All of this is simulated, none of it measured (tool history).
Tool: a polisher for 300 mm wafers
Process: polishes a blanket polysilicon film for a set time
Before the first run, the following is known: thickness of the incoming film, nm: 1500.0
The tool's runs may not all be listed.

run,hour,flow of slurry (ml/min),pressure of the wafer on the pad (kPa),speed of the pad under the wafer (cm/s),polishing time (s),film removed (angstrom)
1,0.0,135,17.9,78,97,5765.9
2,8.8,135,17.9,96,97,6619.0
3,14.8,140,18.6,96,97,6889.5
4,23.4,140,15.2,96,97,5971.5
5,30.2,140,11.0,96,97,4818.2
6,37.2,145,13.1,96,97,5488.9
7,41.5,155,14.5,96,97,5820.6
8,42.3,155,19.3,98,97,7316.6
9,49.4,155,20.0,98,97,7576.1
10,55.6,155,20.7,98,97,7671.4
11,56.8,155,21.4,98,97,7934.3

For run 12, what comes out?
12,59.7,185,24.8,98,97,?

Run 12 measured film removed (angstrom) 9172.2.
